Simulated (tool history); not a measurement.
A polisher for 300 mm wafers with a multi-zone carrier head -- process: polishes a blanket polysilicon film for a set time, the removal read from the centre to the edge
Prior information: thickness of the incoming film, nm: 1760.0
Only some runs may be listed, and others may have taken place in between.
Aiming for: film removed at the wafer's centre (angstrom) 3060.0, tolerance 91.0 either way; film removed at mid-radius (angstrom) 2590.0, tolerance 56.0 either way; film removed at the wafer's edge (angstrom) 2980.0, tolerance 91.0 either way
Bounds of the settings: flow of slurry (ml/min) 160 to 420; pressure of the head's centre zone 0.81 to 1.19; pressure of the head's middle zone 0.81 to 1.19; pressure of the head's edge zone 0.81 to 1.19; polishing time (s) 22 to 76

run	day	flow of slurry (ml/min)	pressure of the head's centre zone	pressure of the head's middle zone	pressure of the head's edge zone	polishing time (s)	film removed at the wafer's centre (angstrom)	film removed at mid-radius (angstrom)	film removed at the wafer's edge (angstrom)
1	0.000	270	1.00	1.00	1.00	49	4497.9	4526.1	4439.0
2	0.083	260	1.00	0.96	0.99	45	4078.6	3998.5	4098.6
3	0.350	255	1.01	0.93	0.97	42	3844.6	3634.6	3792.7
4	0.483	255	0.93	0.93	0.97	42	3505.3	3672.4	3763.5
5	0.750	245	0.95	0.90	0.96	40	3463.1	3364.9	3542.1
6	0.788	245	0.95	0.90	0.96	33	2806.0	2772.3	2951.9
7	1.096	245	0.95	0.90	0.96	33	2855.3	2773.8	2924.6
8	1.208	240	0.96	0.89	0.97	33	2876.7	2732.5	3001.2
9	1.321	235	0.97	0.88	0.97	33	2869.2	2695.6	2929.5

4 next moves are on the table. One of them brings every result within its allowed miss. Which?
A	1.433	200	1.03	0.84	0.98	34	?	?	?
B	1.433	175	1.04	0.87	1.09	32	?	?	?
C	1.433	240	0.96	0.89	1.00	34	?	?	?
D	1.433	255	0.91	0.85	0.96	34	?	?	?

move	film removed at the wafer's centre (angstrom)	film removed at mid-radius (angstrom)	film removed at the wafer's edge (angstrom)
A	2980.4	2600.4	2941.6
B	2755.9	2457.1	2863.6
C	2864.6	2805.0	3030.2
D	2737.5	2723.0	2991.0
A: hits every target within its allowed miss
B: lands further from the targets than the last run did
C: lands further from the targets than the last run did
D: lands further from the targets than the last run did
Go with A: it meets all targets.

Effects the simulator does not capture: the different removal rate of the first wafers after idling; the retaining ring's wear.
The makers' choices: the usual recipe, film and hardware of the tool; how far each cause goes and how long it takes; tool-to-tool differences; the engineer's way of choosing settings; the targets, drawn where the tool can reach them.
